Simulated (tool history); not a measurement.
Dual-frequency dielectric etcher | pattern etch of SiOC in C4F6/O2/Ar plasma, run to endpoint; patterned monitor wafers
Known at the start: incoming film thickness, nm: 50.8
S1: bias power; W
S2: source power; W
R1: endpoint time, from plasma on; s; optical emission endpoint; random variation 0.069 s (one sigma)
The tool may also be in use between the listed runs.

run    day   S1   S2      R1
  1      0  367  410  18.873
  2  0.196  414  410  18.174
  3  0.562  355  410   19.02
  4    0.9  355  480  18.025
  5  1.196  355  540   17.12
  6  1.388  372  540  17.011

Forecast run 7:
  7  1.579  372  540   ?

R1: 17.05 s

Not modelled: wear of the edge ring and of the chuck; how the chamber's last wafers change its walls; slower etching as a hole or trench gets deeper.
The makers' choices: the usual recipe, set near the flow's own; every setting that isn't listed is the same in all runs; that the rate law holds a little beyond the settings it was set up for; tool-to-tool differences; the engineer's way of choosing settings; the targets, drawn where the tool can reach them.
